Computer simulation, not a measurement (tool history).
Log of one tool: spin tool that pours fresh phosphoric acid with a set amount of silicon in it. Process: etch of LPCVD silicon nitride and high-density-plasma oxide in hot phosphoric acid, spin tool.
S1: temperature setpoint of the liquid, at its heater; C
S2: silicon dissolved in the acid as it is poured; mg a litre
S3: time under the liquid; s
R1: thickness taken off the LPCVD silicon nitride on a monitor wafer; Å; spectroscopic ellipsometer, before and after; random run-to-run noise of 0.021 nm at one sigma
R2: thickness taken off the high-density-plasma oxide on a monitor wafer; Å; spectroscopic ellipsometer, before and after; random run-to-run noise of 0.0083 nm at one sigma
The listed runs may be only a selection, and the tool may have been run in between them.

run    day     S1    S2  S3      R1      R2
  1  0.000  162.0  17.5  95  83.938  3.5354
  2  0.300  161.0  16.0  75  63.996  3.0950
  3  0.550  163.0  16.0  75  68.476  3.2531
  4  0.683  163.0  21.0  75  68.116  3.2130
  5  0.804  163.0  14.0  75  68.238  3.6182
  6  0.854  162.0  16.5  60  52.721  2.6461
  7  1.012  161.0  17.5  55  46.666  2.0140
  8  1.296  160.5  16.0  50  41.969  1.7617
  9  1.575  160.0  13.5  50  41.098  1.6883
 10  1.846  159.5  10.5  50  40.479  1.7551

Run 11 comes next. What will it give?
 11  2.004  157.5  7.0  30   ?   ?

{"run 11": {"R1": 22.515, "R2": 1.1221}}

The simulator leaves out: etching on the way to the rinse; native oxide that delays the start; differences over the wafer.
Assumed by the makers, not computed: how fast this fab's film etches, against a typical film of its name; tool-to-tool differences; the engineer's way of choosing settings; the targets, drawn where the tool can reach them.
